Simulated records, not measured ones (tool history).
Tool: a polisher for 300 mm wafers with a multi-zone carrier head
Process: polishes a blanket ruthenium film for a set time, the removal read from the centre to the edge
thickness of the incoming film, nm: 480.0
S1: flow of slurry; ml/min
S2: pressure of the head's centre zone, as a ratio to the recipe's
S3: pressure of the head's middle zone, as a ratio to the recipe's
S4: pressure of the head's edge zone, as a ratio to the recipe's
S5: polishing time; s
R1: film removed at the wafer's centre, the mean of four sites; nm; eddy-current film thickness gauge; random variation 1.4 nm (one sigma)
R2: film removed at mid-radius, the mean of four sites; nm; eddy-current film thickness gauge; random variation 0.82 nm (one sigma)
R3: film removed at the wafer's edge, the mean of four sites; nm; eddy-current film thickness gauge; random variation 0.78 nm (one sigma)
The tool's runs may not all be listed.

| run | hour | S1 | S2 | S3 | S4 | S5 | R1 | R2 | R3 |
|---|---|---|---|---|---|---|---|---|---|
| 1 | 0 | 215 | 1 | 1 | 1 | 67 | 75.855 | 70.906 | 72.219 |
| 2 | 0.6 | 215 | 1 | 1.05 | 1 | 67 | 74.206 | 74.546 | 73.099 |
| 3 | 3.7 | 220 | 1.03 | 1.03 | 1.05 | 72 | 83.222 | 77.29 | 79.644 |
| 4 | 8 | 220 | 0.98 | 1.03 | 1.05 | 72 | 77.924 | 79.431 | 79.438 |
| 5 | 12.2 | 220 | 1.01 | 1.02 | 1.09 | 77 | 88.727 | 83.507 | 86.384 |
| 6 | 19.6 | 220 | 1.01 | 1.02 | 1.09 | 69 | 78.366 | 74.757 | 78.572 |
| 7 | 27.7 | 225 | 1.03 | 1.01 | 1.12 | 74 | 84.766 | 78.955 | 83.759 |

Run 8 comes next. What will it give?
| 8 | 28.5 | 220 | 1.04 | 1 | 1.14 | 78 | ? | ? | ? |

Run 8 gave R1 90.479 nm, R2 84.309 nm, R3 89.945 nm.
